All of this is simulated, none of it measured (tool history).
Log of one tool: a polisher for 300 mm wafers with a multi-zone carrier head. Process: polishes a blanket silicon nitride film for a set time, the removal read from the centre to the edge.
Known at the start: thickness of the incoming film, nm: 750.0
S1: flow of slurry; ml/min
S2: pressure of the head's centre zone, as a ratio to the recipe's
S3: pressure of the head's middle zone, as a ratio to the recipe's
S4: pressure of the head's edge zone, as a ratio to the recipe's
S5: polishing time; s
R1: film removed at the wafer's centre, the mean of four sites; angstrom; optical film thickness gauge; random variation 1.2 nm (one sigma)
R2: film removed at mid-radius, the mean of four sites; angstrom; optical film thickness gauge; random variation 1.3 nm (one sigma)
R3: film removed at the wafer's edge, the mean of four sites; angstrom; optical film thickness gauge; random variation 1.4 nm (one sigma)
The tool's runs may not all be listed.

{"run": 1, "day": 0.0, "S1": 225, "S2": 1.0, "S3": 1.0, "S4": 1.0, "S5": 85, "R1": 1987.1, "R2": 1967.3, "R3": 1998.5}
{"run": 2, "day": 0.092, "S1": 200, "S2": 1.0, "S3": 1.0, "S4": 1.0, "S5": 85, "R1": 1954.9, "R2": 1894.9, "R3": 1961.6}
{"run": 3, "day": 0.188, "S1": 200, "S2": 0.96, "S3": 1.0, "S4": 1.0, "S5": 85, "R1": 1852.0, "R2": 1945.0, "R3": 1936.8}
{"run": 4, "day": 0.304, "S1": 185, "S2": 0.94, "S3": 0.95, "S4": 1.03, "S5": 73, "R1": 1547.9, "R2": 1547.7, "R3": 1708.0}
{"run": 5, "day": 0.671, "S1": 180, "S2": 0.91, "S3": 0.93, "S4": 1.02, "S5": 65, "R1": 1326.8, "R2": 1358.5, "R3": 1484.4}
{"run": 6, "day": 0.708, "S1": 175, "S2": 0.89, "S3": 0.9, "S4": 1.02, "S5": 61, "R1": 1201.3, "R2": 1264.0, "R3": 1415.7}

Run 7 comes next. What will it give?
{"run": 7, "day": 0.775, "S1": 170, "S2": 0.88, "S3": 0.88, "S4": 1.02, "S5": 57, "R1": "?", "R2": "?", "R3": "?"}

{"run 7": {"R1": 1088.1, "R2": 1137.9, "R3": 1302.5}}
